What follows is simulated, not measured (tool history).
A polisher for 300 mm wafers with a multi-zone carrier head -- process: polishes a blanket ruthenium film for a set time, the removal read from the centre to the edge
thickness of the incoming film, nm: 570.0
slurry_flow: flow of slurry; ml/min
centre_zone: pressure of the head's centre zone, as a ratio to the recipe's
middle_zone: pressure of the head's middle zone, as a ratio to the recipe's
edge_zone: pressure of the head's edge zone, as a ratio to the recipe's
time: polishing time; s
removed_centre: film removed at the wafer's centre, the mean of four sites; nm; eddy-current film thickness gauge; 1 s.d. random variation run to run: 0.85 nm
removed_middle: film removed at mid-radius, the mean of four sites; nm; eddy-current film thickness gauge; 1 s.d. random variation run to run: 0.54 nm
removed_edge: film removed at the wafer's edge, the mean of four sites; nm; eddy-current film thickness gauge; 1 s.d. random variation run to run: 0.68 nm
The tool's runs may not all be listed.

| run | hour | slurry_flow | centre_zone | middle_zone | edge_zone | time | removed_centre | removed_middle | removed_edge |
|---|---|---|---|---|---|---|---|---|---|
| 1 | 0 | 300 | 1 | 1 | 1 | 72 | 80.419 | 75.484 | 78.203 |
| 2 | 5.3 | 300 | 0.93 | 1 | 1 | 72 | 73.518 | 76.775 | 77.853 |
| 3 | 8.7 | 300 | 1.01 | 1 | 1 | 72 | 79.884 | 76.997 | 76.243 |
| 4 | 17.5 | 300 | 1.01 | 1.01 | 0.99 | 69 | 76.731 | 74.438 | 74.319 |
| 5 | 22.1 | 300 | 1.01 | 1.01 | 0.99 | 84 | 93.159 | 91.735 | 89.655 |
| 6 | 25.2 | 300 | 1.01 | 1.02 | 0.97 | 79 | 88.516 | 85.695 | 83.332 |
| 7 | 32.9 | 300 | 1 | 1.03 | 0.96 | 75 | 83.851 | 82.272 | 77.512 |
| 8 | 39.8 | 300 | 0.99 | 1.03 | 0.95 | 72 | 78.582 | 78.043 | 73.443 |
| 9 | 41.8 | 300 | 0.98 | 1.03 | 0.94 | 70 | 76.06 | 76.162 | 73.864 |
| 10 | 43.6 | 300 | 0.98 | 1.04 | 0.93 | 67 | 73.05 | 73.935 | 68.128 |

For run 11, what comes out?
| 11 | 47.9 | 300 | 0.97 | 1.04 | 0.92 | 65 | ? | ? | ? |

removed_centre: 68.09 nm
removed_middle: 70.928 nm
removed_edge: 68.084 nm
